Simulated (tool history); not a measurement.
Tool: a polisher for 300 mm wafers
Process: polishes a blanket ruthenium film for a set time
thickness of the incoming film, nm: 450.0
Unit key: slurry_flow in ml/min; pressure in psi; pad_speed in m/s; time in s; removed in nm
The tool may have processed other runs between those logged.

Run 1, day 0.000: slurry_flow 130 ml/min, pressure 2.4 psi, pad_speed 0.78 m/s, time 44 s. Result: removed 52.555 nm.
Run 2, day 0.071: slurry_flow 130 ml/min, pressure 2.4 psi, pad_speed 0.66 m/s, time 44 s. Result: removed 47.720 nm.
Run 3, day 0.275: slurry_flow 130 ml/min, pressure 2.3 psi, pad_speed 0.66 m/s, time 44 s. Result: removed 45.402 nm.
Run 4, day 0.312: slurry_flow 130 ml/min, pressure 2.6 psi, pad_speed 0.66 m/s, time 44 s. Result: removed 49.936 nm.
Run 5, day 0.504: slurry_flow 130 ml/min, pressure 2.6 psi, pad_speed 0.50 m/s, time 44 s. Result: removed 40.734 nm.
Run 6, day 0.846: slurry_flow 130 ml/min, pressure 2.6 psi, pad_speed 0.50 m/s, time 46 s. Result: removed 43.172 nm.
Run 7, day 0.975: slurry_flow 130 ml/min, pressure 2.5 psi, pad_speed 0.50 m/s, time 46 s. Result: removed 40.502 nm.

What will run 8 give?
Run 8, day 1.338: slurry_flow 130 ml/min, pressure 2.4 psi, pad_speed 0.50 m/s, time 46 s. Result: removed ?.

{"run 8": {"removed": 38.465}}

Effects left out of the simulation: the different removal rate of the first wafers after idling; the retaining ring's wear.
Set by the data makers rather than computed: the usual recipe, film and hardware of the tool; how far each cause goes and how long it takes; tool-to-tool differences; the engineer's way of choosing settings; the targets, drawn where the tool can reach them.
